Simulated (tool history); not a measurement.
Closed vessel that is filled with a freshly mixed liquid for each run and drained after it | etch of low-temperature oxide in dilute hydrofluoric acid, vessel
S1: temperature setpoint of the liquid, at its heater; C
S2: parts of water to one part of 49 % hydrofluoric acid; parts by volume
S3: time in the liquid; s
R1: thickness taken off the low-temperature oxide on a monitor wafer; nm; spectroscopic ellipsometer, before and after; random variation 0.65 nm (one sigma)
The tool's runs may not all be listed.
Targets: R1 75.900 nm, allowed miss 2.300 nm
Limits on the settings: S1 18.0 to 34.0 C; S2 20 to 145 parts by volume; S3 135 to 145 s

run,hour,S1,S2,S3,R1
1,0.0,26.0,80,135,39.571
2,4.8,26.0,80,135,39.665
3,9.5,28.0,75,135,46.492
4,15.8,28.0,60,135,58.297
5,24.1,28.0,85,135,40.356
6,30.4,28.0,70,135,49.296
7,31.5,29.5,65,135,56.577
8,37.2,33.5,55,135,80.222
9,39.3,33.0,55,135,78.920

5 candidate next runs follow, results not yet known. Just one meets every target within its allowed miss. Identify it.
A,41.4,32.5,55,140,?
B,41.4,32.5,60,145,?
C,41.4,33.5,55,140,?
D,41.4,31.5,50,135,?
E,41.4,31.5,55,145,?

move,R1
A,79.774
B,75.130
C,82.873
D,82.077
E,79.509
A: moves away from the targets compared with the last run
B: each result inside its tolerance
C: moves away from the targets compared with the last run
D: moves away from the targets compared with the last run
E: moves away from the targets compared with the last run
B is the move that brings every result within its allowed miss.
